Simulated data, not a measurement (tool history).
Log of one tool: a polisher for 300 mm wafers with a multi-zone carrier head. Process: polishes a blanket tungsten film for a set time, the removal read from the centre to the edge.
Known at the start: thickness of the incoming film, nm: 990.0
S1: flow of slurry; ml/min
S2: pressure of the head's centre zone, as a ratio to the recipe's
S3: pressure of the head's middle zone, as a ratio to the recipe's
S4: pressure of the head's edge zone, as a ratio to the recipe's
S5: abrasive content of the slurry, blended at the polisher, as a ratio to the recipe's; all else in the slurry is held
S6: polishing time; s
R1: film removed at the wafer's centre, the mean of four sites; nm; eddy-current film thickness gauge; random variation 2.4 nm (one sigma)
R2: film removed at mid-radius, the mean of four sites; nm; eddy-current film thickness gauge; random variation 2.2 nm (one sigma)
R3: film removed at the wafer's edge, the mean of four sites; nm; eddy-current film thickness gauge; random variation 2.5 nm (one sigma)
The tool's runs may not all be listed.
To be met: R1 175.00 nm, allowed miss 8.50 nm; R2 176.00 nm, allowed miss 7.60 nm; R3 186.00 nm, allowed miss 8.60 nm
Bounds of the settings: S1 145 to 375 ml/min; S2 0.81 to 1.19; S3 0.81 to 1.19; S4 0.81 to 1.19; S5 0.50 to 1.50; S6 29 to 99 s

run 1 hour=0.0 | S1=240 S2=1.00 S3=1.00 S4=1.00 S5=1.00 S6=64 | R1=353.51 R2=347.91 R3=356.73
run 2 hour=3.9 | S1=240 S2=0.99 S3=0.99 S4=0.99 S5=0.95 S6=60 | R1=321.54 R2=321.19 R3=329.56
run 3 hour=11.2 | S1=240 S2=0.99 S3=0.98 S4=0.98 S5=0.90 S6=57 | R1=303.37 R2=296.10 R3=297.32
run 4 hour=14.5 | S1=240 S2=0.99 S3=0.98 S4=0.98 S5=0.90 S6=69 | R1=368.56 R2=359.42 R3=358.51
run 5 hour=22.5 | S1=235 S2=0.97 S3=0.96 S4=0.98 S5=0.85 S6=66 | R1=335.52 R2=336.09 R3=338.78
run 6 hour=24.2 | S1=235 S2=0.97 S3=1.04 S4=0.98 S5=0.85 S6=66 | R1=345.05 R2=357.34 R3=342.24
run 7 hour=28.1 | S1=205 S2=0.92 S3=0.94 S4=0.94 S5=0.60 S6=48 | R1=207.20 R2=211.10 R3=217.47
run 8 hour=29.6 | S1=205 S2=0.91 S3=0.93 S4=0.93 S5=0.60 S6=48 | R1=204.78 R2=204.49 R3=215.55
run 9 hour=35.1 | S1=205 S2=0.90 S3=0.93 S4=0.92 S5=0.60 S6=48 | R1=200.76 R2=211.80 R3=212.14
run 10 hour=43.5 | S1=200 S2=0.90 S3=0.92 S4=0.92 S5=0.60 S6=48 | R1=202.76 R2=205.15 R3=210.63
run 11 hour=51.1 | S1=200 S2=0.89 S3=0.91 S4=0.92 S5=0.60 S6=48 | R1=199.08 R2=204.19 R3=214.31
run 12 hour=57.5 | S1=200 S2=0.89 S3=0.91 S4=0.92 S5=0.60 S6=48 | R1=196.60 R2=208.57 R3=216.55
run 13 hour=63.9 | S1=200 S2=0.89 S3=0.90 S4=0.91 S5=0.60 S6=47 | R1=196.91 R2=196.04 R3=214.00
run 14 hour=65.4 | S1=200 S2=0.89 S3=0.90 S4=0.90 S5=0.60 S6=47 | R1=193.89 R2=200.71 R3=211.72
run 15 hour=68.3 | S1=195 S2=0.90 S3=0.84 S4=0.84 S5=0.50 S6=41 | R1=163.27 R2=155.13 R3=168.30
run 16 hour=70.0 | S1=200 S2=0.90 S3=0.85 S4=0.85 S5=0.50 S6=41 | R1=163.79 R2=159.44 R3=170.04
run 17 hour=72.5 | S1=200 S2=0.90 S3=0.86 S4=0.86 S5=0.50 S6=41 | R1=162.66 R2=157.91 R3=170.18
run 18 hour=81.4 | S1=200 S2=0.90 S3=0.87 S4=0.87 S5=0.50 S6=41 | R1=158.72 R2=158.53 R3=165.69
run 19 hour=86.4 | S1=200 S2=0.90 S3=0.87 S4=0.87 S5=0.50 S6=41 | R1=165.80 R2=160.33 R3=173.46
run 20 hour=91.4 | S1=225 S2=0.91 S3=0.93 S4=0.93 S5=0.65 S6=42 | R1=183.29 R2=188.71 R3=194.36
run 21 hour=95.6 | S1=225 S2=0.91 S3=0.93 S4=0.93 S5=0.65 S6=42 | R1=182.89 R2=187.50 R3=197.81

Which of these 4 next moves meets every target?
run A hour=99.8 | S1=145 S2=0.95 S3=1.01 S4=0.94 S5=0.80 S6=45 | R1=? R2=? R3=?
run B hour=99.8 | S1=190 S2=0.93 S3=0.94 S4=0.99 S5=0.85 S6=37 | R1=? R2=? R3=?
run C hour=99.8 | S1=360 S2=0.90 S3=0.91 S4=0.88 S5=0.55 S6=43 | R1=? R2=? R3=?
run D hour=99.8 | S1=330 S2=0.87 S3=0.89 S4=1.09 S5=0.70 S6=39 | R1=? R2=? R3=?

move=A R1=201.07 R2=206.98 R3=210.51
move=B R1=175.67 R2=172.66 R3=187.98
move=C R1=191.52 R2=187.21 R3=194.19
move=D R1=178.96 R2=177.20 R3=207.72
A: further off than the last run
B: meets every target
C: further off than the last run
D: brings the result that was furthest off to its target, and leaves another outside
Answer: B
